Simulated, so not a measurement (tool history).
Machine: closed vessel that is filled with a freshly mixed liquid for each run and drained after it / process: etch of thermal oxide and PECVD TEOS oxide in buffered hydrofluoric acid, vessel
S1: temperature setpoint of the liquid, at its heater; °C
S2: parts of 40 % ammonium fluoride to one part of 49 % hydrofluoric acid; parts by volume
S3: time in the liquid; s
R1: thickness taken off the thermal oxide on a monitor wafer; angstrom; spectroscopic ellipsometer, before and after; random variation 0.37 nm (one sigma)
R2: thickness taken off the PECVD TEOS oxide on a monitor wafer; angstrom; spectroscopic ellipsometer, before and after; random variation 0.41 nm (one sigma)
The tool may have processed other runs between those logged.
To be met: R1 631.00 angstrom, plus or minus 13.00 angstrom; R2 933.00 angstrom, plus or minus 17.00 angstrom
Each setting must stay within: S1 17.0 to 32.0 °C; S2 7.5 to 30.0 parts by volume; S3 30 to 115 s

run  hour    S1    S2  S3      R1       R2
  1   0.0  24.0  22.0  60  338.19   497.12
  2   1.8  24.0  22.0  45  254.50   374.90
  3   5.6  26.5  22.0  45  292.36   430.17
  4  11.3  27.0  20.5  45  314.64   465.98
  5  13.6  27.0  20.5  35  242.56   362.06
  6  15.1  27.0  20.5  30  209.09   309.81
  7  23.3  27.5  19.0  30  228.89   339.63
  8  31.2  28.0  17.5  30  256.21   379.16
  9  38.0  28.5  16.5  30  276.68   408.92
 10  45.5  32.0   9.5  50  938.84  1388.70
 11  48.5  28.0   9.5  50  756.23  1132.00
 12  52.5  27.5   9.5  50  738.70  1102.60
 13  57.8  27.0   9.5  50  711.32  1056.70

4 candidate next runs follow, results not yet known. Just one meets every target within its allowed miss. Identify it.
  A  63.1  26.5  30.0  115   ?   ?
  B  63.1  27.5  11.0   50   ?   ?
  C  63.1  24.5   9.5   50   ?   ?
  D  63.1  28.0  10.0   45   ?   ?

move      R1      R2
   A  595.20  890.86
   B  648.13  970.07
   C  624.95  935.38
   D  657.23  983.70
A: takes the result that was furthest off past its target
B: nearer the targets than the last run, but a result is still out of spec
C: all results in spec
D: nearer the targets than the last run, but a result is still out of spec
So the answer is move C, the one that meets all the targets.
